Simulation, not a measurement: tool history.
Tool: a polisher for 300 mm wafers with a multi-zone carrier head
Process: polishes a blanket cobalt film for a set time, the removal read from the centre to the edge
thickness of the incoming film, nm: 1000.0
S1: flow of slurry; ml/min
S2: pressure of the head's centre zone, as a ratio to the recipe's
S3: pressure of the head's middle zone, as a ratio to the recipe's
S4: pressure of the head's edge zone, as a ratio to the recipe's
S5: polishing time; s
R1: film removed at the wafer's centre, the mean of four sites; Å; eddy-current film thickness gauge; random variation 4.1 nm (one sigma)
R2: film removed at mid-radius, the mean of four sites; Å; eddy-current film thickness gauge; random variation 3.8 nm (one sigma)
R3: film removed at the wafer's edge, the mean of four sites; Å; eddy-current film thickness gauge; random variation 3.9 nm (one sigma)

{"run": 1, "hour": 0.0, "S1": 310, "S2": 1.0, "S3": 1.0, "S4": 1.0, "S5": 77, "R1": 2562.1, "R2": 2267.9, "R3": 2245.7}
{"run": 2, "hour": 0.9, "S1": 310, "S2": 1.0, "S3": 1.0, "S4": 1.0, "S5": 61, "R1": 2014.1, "R2": 1788.7, "R3": 1788.5}
{"run": 3, "hour": 9.9, "S1": 310, "S2": 1.0, "S3": 1.02, "S4": 1.03, "S5": 70, "R1": 2328.6, "R2": 2112.4, "R3": 2080.5}
{"run": 4, "hour": 18.8, "S1": 310, "S2": 1.0, "S3": 1.02, "S4": 0.95, "S5": 70, "R1": 2312.5, "R2": 2090.1, "R3": 2014.2}
{"run": 5, "hour": 20.2, "S1": 385, "S2": 1.0, "S3": 1.02, "S4": 0.95, "S5": 70, "R1": 2363.7, "R2": 2149.7, "R3": 2051.2}
{"run": 6, "hour": 20.8, "S1": 385, "S2": 1.0, "S3": 1.02, "S4": 0.95, "S5": 87, "R1": 2885.5, "R2": 2649.5, "R3": 2591.4}
{"run": 7, "hour": 28.9, "S1": 390, "S2": 1.0, "S3": 1.03, "S4": 0.97, "S5": 89, "R1": 2954.3, "R2": 2743.7, "R3": 2657.1}

Run 8 comes next. What will it give?
{"run": 8, "hour": 32.1, "S1": 390, "S2": 1.0, "S3": 1.03, "S4": 0.98, "S5": 91, "R1": "?", "R2": "?", "R3": "?"}

{"run 8": {"R1": 3087.8, "R2": 2838.5, "R3": 2649.3}}

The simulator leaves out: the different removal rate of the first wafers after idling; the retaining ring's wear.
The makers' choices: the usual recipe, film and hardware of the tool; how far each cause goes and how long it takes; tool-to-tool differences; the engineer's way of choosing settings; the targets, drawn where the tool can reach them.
